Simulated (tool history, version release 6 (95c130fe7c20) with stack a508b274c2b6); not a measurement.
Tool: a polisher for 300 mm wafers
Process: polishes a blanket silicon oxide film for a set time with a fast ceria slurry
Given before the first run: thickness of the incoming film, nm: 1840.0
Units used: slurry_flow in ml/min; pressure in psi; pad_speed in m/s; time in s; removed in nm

run,hour,slurry_flow,pressure,pad_speed,time,removed
1,0,165,2.9,0.84,43,582.64
2,0.7,140,2.9,0.84,43,561.43
3,8,145,3,0.84,43,591.62
4,8.7,150,3.1,0.84,43,614.77
5,12.1,125,3.1,0.84,43,584.25
6,16.1,135,3.2,0.84,43,615.56

Run 7 comes next. What will it give?
7,19.5,145,3.3,0.84,43,?

Run 7 produced removed 632.16 nm.

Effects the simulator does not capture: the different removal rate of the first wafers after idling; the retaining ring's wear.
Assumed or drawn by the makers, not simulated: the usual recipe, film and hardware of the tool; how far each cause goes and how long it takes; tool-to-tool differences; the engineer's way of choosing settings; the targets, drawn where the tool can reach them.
